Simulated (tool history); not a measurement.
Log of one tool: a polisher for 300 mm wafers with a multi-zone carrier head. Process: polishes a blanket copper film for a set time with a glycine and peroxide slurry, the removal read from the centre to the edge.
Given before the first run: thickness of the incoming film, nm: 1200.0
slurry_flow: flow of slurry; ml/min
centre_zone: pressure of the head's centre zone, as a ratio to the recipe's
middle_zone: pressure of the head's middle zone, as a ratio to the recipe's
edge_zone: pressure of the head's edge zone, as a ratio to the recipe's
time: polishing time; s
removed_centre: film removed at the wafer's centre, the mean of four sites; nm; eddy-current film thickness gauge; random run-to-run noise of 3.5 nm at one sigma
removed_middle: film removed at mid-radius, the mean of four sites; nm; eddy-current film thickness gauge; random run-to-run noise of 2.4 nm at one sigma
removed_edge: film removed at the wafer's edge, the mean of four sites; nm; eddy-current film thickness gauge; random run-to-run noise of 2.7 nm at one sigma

| run | day | slurry_flow | centre_zone | middle_zone | edge_zone | time | removed_centre | removed_middle | removed_edge |
|---|---|---|---|---|---|---|---|---|---|
| 1 | 0 | 145 | 1 | 1 | 1 | 40 | 270.45 | 264.03 | 264.16 |
| 2 | 0.333 | 130 | 1 | 1 | 1 | 40 | 261.98 | 256.66 | 264.65 |
| 3 | 0.475 | 130 | 1.01 | 1 | 1.03 | 42 | 280.46 | 271.23 | 277.59 |
| 4 | 0.6 | 130 | 1.01 | 0.93 | 1.03 | 42 | 279.24 | 256.02 | 279.92 |
| 5 | 0.679 | 135 | 1 | 0.93 | 1.05 | 43 | 286.18 | 259.71 | 288.21 |
| 6 | 0.996 | 120 | 1 | 0.93 | 1.05 | 43 | 278.73 | 256.27 | 281.58 |
| 7 | 1.075 | 135 | 0.99 | 0.94 | 1.07 | 44 | 289.24 | 270.9 | 301.19 |
| 8 | 1.138 | 175 | 1.03 | 1.01 | 1.15 | 45 | 325.71 | 306.77 | 327.1 |
| 9 | 1.179 | 180 | 1.02 | 1 | 1.16 | 45 | 326.31 | 309.21 | 327.79 |

Forecast run 10:
| 10 | 1.471 | 180 | 1.01 | 0.99 | 1.17 | 45 | ? | ? | ? |

Run 10 measured removed_centre 316.83 nm, removed_middle 305.37 nm, removed_edge 332.45 nm.
